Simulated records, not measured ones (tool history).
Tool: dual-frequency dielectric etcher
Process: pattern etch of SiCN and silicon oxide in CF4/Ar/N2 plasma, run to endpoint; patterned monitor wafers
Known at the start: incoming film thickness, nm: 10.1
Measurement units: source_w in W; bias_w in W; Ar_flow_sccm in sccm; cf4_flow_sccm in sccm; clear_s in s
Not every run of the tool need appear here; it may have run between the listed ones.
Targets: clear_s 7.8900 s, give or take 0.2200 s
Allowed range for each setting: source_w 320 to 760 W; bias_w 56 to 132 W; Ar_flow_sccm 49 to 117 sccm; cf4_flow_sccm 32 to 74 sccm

run 1 hour=0.0 | source_w=540 bias_w=94 Ar_flow_sccm=83 cf4_flow_sccm=53 | clear_s=8.8978
run 2 hour=1.3 | source_w=500 bias_w=94 Ar_flow_sccm=83 cf4_flow_sccm=53 | clear_s=9.5620
run 3 hour=9.7 | source_w=500 bias_w=94 Ar_flow_sccm=83 cf4_flow_sccm=61 | clear_s=9.2339
run 4 hour=14.0 | source_w=520 bias_w=94 Ar_flow_sccm=83 cf4_flow_sccm=61 | clear_s=9.0157
run 5 hour=19.7 | source_w=530 bias_w=94 Ar_flow_sccm=83 cf4_flow_sccm=61 | clear_s=8.9760
run 6 hour=24.6 | source_w=540 bias_w=94 Ar_flow_sccm=83 cf4_flow_sccm=61 | clear_s=8.7216
run 7 hour=31.0 | source_w=550 bias_w=94 Ar_flow_sccm=83 cf4_flow_sccm=61 | clear_s=8.6007
run 8 hour=36.6 | source_w=560 bias_w=94 Ar_flow_sccm=83 cf4_flow_sccm=61 | clear_s=8.5462
run 9 hour=37.8 | source_w=570 bias_w=94 Ar_flow_sccm=83 cf4_flow_sccm=61 | clear_s=8.4093
run 10 hour=45.5 | source_w=580 bias_w=94 Ar_flow_sccm=83 cf4_flow_sccm=61 | clear_s=8.4021
run 11 hour=52.4 | source_w=590 bias_w=94 Ar_flow_sccm=83 cf4_flow_sccm=61 | clear_s=8.3508

Pick the move, out of 5, that brings all results within their allowed miss; only one does.
run A hour=59.3 | source_w=560 bias_w=90 Ar_flow_sccm=85 cf4_flow_sccm=62 | clear_s=?
run B hour=59.3 | source_w=570 bias_w=104 Ar_flow_sccm=80 cf4_flow_sccm=64 | clear_s=?
run C hour=59.3 | source_w=590 bias_w=83 Ar_flow_sccm=88 cf4_flow_sccm=71 | clear_s=?
run D hour=59.3 | source_w=630 bias_w=66 Ar_flow_sccm=79 cf4_flow_sccm=63 | clear_s=?
run E hour=59.3 | source_w=480 bias_w=111 Ar_flow_sccm=75 cf4_flow_sccm=57 | clear_s=?

move=A clear_s=8.6022
move=B clear_s=7.8872
move=C clear_s=8.4447
move=D clear_s=8.8061
move=E clear_s=8.8120
A: misses by more than the last run did
B: all results in spec
C: misses by more than the last run did
D: misses by more than the last run did
E: misses by more than the last run did
Correct choice: B, which meets every target

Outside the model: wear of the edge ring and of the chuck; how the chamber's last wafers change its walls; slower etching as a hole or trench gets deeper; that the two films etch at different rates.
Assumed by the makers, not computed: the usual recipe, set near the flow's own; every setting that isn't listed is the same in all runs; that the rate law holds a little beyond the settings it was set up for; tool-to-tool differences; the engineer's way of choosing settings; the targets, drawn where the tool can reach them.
